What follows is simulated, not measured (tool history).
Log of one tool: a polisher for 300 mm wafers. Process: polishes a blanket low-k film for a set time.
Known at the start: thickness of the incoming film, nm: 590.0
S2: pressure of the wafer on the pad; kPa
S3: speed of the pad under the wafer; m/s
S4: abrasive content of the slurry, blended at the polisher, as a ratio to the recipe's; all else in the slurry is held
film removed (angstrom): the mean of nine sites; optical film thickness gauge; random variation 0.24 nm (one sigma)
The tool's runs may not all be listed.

Run 1, day 0.000: flow of slurry (ml/min) 220, S2 15.9 kPa, S3 1.12 m/s, S4 1.0, polishing time (s) 72. Result: film removed (angstrom) 458.25.
Run 2, day 0.192: flow of slurry (ml/min) 220, S2 15.2 kPa, S3 1.12 m/s, S4 1.0, polishing time (s) 72. Result: film removed (angstrom) 436.36.
Run 3, day 0.358: flow of slurry (ml/min) 220, S2 17.9 kPa, S3 1.12 m/s, S4 1.0, polishing time (s) 72. Result: film removed (angstrom) 509.03.
Run 4, day 0.492: flow of slurry (ml/min) 220, S2 17.2 kPa, S3 1.12 m/s, S4 1.0, polishing time (s) 72. Result: film removed (angstrom) 492.79.
Run 5, day 0.717: flow of slurry (ml/min) 220, S2 20.0 kPa, S3 1.12 m/s, S4 1.0, polishing time (s) 72. Result: film removed (angstrom) 571.88.
Run 6, day 0.967: flow of slurry (ml/min) 220, S2 20.0 kPa, S3 1.12 m/s, S4 1.0, polishing time (s) 72. Result: film removed (angstrom) 566.53.
Run 7, day 1.167: flow of slurry (ml/min) 220, S2 19.3 kPa, S3 1.12 m/s, S4 1.0, polishing time (s) 72. Result: film removed (angstrom) 550.27.
Run 8, day 1.446: flow of slurry (ml/min) 220, S2 18.6 kPa, S3 1.12 m/s, S4 1.0, polishing time (s) 72. Result: film removed (angstrom) 532.89.

Forecast run 9:
Run 9, day 1.804: flow of slurry (ml/min) 220, S2 18.6 kPa, S3 1.12 m/s, S4 1.0, polishing time (s) 72. Result: film removed (angstrom) ?.

{"run 9": {"film removed (angstrom)": 524.37}}
